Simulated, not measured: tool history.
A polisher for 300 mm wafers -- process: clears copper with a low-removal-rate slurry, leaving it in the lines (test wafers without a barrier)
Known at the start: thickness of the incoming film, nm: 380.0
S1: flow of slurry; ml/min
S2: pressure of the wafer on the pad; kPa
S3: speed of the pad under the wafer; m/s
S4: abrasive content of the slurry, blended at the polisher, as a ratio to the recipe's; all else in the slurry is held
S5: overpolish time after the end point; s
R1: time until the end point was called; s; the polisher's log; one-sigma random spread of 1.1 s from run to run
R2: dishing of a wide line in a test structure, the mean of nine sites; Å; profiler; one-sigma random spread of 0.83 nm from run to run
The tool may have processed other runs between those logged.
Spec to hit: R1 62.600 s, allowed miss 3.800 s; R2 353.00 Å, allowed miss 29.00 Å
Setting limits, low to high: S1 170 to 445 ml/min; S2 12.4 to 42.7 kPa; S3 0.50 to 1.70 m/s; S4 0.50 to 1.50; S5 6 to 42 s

run	day	S1	S2	S3	S4	S5	R1	R2
1	0.000	285	27.6	1.10	1.00	21	92.536	582.56
2	0.079	285	27.6	1.10	1.00	12	88.247	352.80
3	0.275	285	23.4	1.10	1.00	12	100.510	316.62
4	0.458	215	23.4	1.10	1.00	12	108.060	307.94
5	0.767	170	23.4	1.10	1.00	12	110.380	295.33
6	0.896	170	27.6	1.10	1.00	12	97.820	337.86
7	1.017	180	29.0	1.14	1.00	10	89.155	313.31
8	1.283	180	36.5	1.18	1.00	8	68.595	337.09
9	1.521	185	37.2	1.18	1.00	8	66.939	329.80

Which single option among these 4 for the next run brings every result within its allowed miss of target? Just one does.
A	1.758	190	36.5	1.12	1.05	12	?	?
B	1.758	170	38.6	1.08	1.10	12	?	?
C	1.758	205	34.5	1.16	0.95	10	?	?
D	1.758	200	37.9	1.22	0.95	8	?	?

move	R1	R2
A	70.580	432.06
B	69.718	437.30
C	73.522	359.03
D	64.310	333.97
A: further off than the last run
B: further off than the last run
C: further off than the last run
D: in spec on every target
So the answer is move D, the one that meets all the targets.

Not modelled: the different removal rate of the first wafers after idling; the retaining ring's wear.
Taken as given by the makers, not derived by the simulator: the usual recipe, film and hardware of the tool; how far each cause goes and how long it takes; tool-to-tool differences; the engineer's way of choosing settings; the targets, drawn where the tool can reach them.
